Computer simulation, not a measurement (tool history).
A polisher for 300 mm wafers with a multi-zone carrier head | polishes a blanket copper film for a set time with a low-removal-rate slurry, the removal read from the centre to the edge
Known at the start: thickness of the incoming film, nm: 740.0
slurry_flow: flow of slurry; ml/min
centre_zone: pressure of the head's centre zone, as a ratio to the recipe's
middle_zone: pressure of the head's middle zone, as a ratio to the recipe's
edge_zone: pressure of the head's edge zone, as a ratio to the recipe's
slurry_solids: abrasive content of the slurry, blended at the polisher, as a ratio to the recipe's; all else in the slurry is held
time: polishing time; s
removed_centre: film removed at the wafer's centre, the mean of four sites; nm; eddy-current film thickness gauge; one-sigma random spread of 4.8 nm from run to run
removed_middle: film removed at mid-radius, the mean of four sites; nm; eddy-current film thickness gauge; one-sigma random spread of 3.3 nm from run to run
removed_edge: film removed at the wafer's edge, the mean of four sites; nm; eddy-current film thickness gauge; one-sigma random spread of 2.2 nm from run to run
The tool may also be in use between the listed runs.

{"run": 1, "hour": 0.0, "slurry_flow": 185, "centre_zone": 1.0, "middle_zone": 1.0, "edge_zone": 1.0, "slurry_solids": 1.0, "time": 85, "removed_centre": 241.29, "removed_middle": 235.9, "removed_edge": 239.83}
{"run": 2, "hour": 1.9, "slurry_flow": 185, "centre_zone": 1.0, "middle_zone": 1.0, "edge_zone": 1.0, "slurry_solids": 1.0, "time": 72, "removed_centre": 197.64, "removed_middle": 203.46, "removed_edge": 202.53}
{"run": 3, "hour": 4.1, "slurry_flow": 185, "centre_zone": 1.0, "middle_zone": 1.0, "edge_zone": 1.0, "slurry_solids": 1.0, "time": 93, "removed_centre": 258.18, "removed_middle": 261.35, "removed_edge": 263.61}
{"run": 4, "hour": 5.5, "slurry_flow": 215, "centre_zone": 1.0, "middle_zone": 1.0, "edge_zone": 1.0, "slurry_solids": 1.0, "time": 93, "removed_centre": 267.07, "removed_middle": 263.71, "removed_edge": 265.59}
{"run": 5, "hour": 7.7, "slurry_flow": 215, "centre_zone": 1.0, "middle_zone": 1.09, "edge_zone": 1.0, "slurry_solids": 1.0, "time": 93, "removed_centre": 269.03, "removed_middle": 281.42, "removed_edge": 269.55}
{"run": 6, "hour": 15.8, "slurry_flow": 240, "centre_zone": 1.0, "middle_zone": 1.09, "edge_zone": 1.0, "slurry_solids": 1.0, "time": 93, "removed_centre": 275.38, "removed_middle": 295.93, "removed_edge": 271.79}
{"run": 7, "hour": 20.5, "slurry_flow": 235, "centre_zone": 1.07, "middle_zone": 1.05, "edge_zone": 1.04, "slurry_solids": 1.15, "time": 94, "removed_centre": 304.21, "removed_middle": 290.03, "removed_edge": 289.09}
{"run": 8, "hour": 23.9, "slurry_flow": 245, "centre_zone": 1.11, "middle_zone": 1.02, "edge_zone": 1.05, "slurry_solids": 1.25, "time": 95, "removed_centre": 338.77, "removed_middle": 299.54, "removed_edge": 298.18}
{"hour": 26.9, "done": "slurry nozzle cleaned"}
{"run": 9, "hour": 26.9, "slurry_flow": 250, "centre_zone": 1.14, "middle_zone": 1.01, "edge_zone": 1.09, "slurry_solids": 1.3, "time": 95, "removed_centre": 372.01, "removed_middle": 325.47, "removed_edge": 324.31}

Run 10 comes next. What will it give?
{"run": 10, "hour": 35.3, "slurry_flow": 245, "centre_zone": 1.14, "middle_zone": 0.97, "edge_zone": 1.09, "slurry_solids": 1.3, "time": 95, "removed_centre": "?", "removed_middle": "?", "removed_edge": "?"}

removed_centre: 360.11 nm
removed_middle: 309.31 nm
removed_edge: 326.55 nm

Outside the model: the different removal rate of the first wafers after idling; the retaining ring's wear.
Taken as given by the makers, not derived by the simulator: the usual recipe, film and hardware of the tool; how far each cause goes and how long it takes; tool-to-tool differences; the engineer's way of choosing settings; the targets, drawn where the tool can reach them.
